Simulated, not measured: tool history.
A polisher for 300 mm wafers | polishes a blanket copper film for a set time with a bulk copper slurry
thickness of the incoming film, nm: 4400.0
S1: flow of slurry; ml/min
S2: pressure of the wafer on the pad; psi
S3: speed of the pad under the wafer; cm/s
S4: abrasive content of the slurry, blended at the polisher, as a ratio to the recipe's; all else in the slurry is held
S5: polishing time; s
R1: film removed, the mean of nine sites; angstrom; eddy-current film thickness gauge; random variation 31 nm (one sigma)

Run 1, day 0: S1 205 ml/min, S2 3.4 psi, S3 136 cm/s, S4 1, S5 109 s. Result: R1 15714 angstrom.
Run 2, day 0.175: S1 240 ml/min, S2 3.4 psi, S3 136 cm/s, S4 1, S5 109 s. Result: R1 15913 angstrom.
Run 3, day 0.467: S1 240 ml/min, S2 3.4 psi, S3 136 cm/s, S4 0.8, S5 109 s. Result: R1 15147 angstrom.
Run 4, day 0.821: S1 240 ml/min, S2 3.4 psi, S3 136 cm/s, S4 0.8, S5 114 s. Result: R1 15301 angstrom.
Run 5, day 0.988: S1 240 ml/min, S2 3.5 psi, S3 136 cm/s, S4 0.8, S5 114 s. Result: R1 15748 angstrom.
Run 6, day 1.162: S1 240 ml/min, S2 3.6 psi, S3 136 cm/s, S4 0.8, S5 114 s. Result: R1 15923 angstrom.
Run 7, day 1.312: S1 240 ml/min, S2 3.7 psi, S3 136 cm/s, S4 0.8, S5 114 s. Result: R1 16819 angstrom.

Run 8 comes next. What will it give?
Run 8, day 1.425: S1 240 ml/min, S2 3.8 psi, S3 136 cm/s, S4 0.8, S5 114 s. Result: R1 ?.

{"run 8": {"R1": 16573}}

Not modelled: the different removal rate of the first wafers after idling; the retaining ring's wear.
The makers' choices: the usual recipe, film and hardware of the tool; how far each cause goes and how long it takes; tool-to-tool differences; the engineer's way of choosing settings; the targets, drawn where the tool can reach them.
